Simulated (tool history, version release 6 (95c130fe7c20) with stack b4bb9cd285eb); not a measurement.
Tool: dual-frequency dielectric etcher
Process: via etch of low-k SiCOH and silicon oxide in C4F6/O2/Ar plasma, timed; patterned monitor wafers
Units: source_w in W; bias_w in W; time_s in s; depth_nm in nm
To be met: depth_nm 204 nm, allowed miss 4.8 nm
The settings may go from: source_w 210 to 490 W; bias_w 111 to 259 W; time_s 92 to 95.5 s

{"run": 1, "hour": 0.0, "source_w": 350, "bias_w": 185, "time_s": 92, "depth_nm": 245.64}
{"run": 2, "hour": 6.0, "source_w": 310, "bias_w": 176, "time_s": 92, "depth_nm": 224.13}
{"run": 3, "hour": 6.6, "source_w": 310, "bias_w": 176, "time_s": 92, "depth_nm": 223.94}
{"run": 4, "hour": 15.5, "source_w": 290, "bias_w": 175, "time_s": 92, "depth_nm": 218.19}
{"run": 5, "hour": 22.8, "source_w": 330, "bias_w": 175, "time_s": 92, "depth_nm": 233.59}
{"run": 6, "hour": 29.6, "source_w": 330, "bias_w": 175, "time_s": 95.5, "depth_nm": 242.23}
{"run": 7, "hour": 31.5, "source_w": 300, "bias_w": 172, "time_s": 95.5, "depth_nm": 230.67}
{"run": 8, "hour": 37.9, "source_w": 280, "bias_w": 170, "time_s": 95.5, "depth_nm": 218.2}
{"run": 9, "hour": 43.0, "source_w": 270, "bias_w": 169, "time_s": 95.5, "depth_nm": 211.29}

5 next moves are on the table. One of them brings every result within its allowed miss. Which?
{"run": "A", "hour": 48.1, "source_w": 300, "bias_w": 166, "time_s": 94, "depth_nm": "?"}
{"run": "B", "hour": 48.1, "source_w": 280, "bias_w": 167, "time_s": 95.5, "depth_nm": "?"}
{"run": "C", "hour": 48.1, "source_w": 290, "bias_w": 171, "time_s": 95.5, "depth_nm": "?"}
{"run": "D", "hour": 48.1, "source_w": 240, "bias_w": 183, "time_s": 95.5, "depth_nm": "?"}
{"run": "E", "hour": 48.1, "source_w": 300, "bias_w": 163, "time_s": 94, "depth_nm": "?"}

move=A depth_nm=221
move=B depth_nm=215.95
move=C depth_nm=222.3
move=D depth_nm=202.22
move=E depth_nm=219.66
A: further off than the last run
B: further off than the last run
C: further off than the last run
D: meets every target
E: further off than the last run
Answer: D
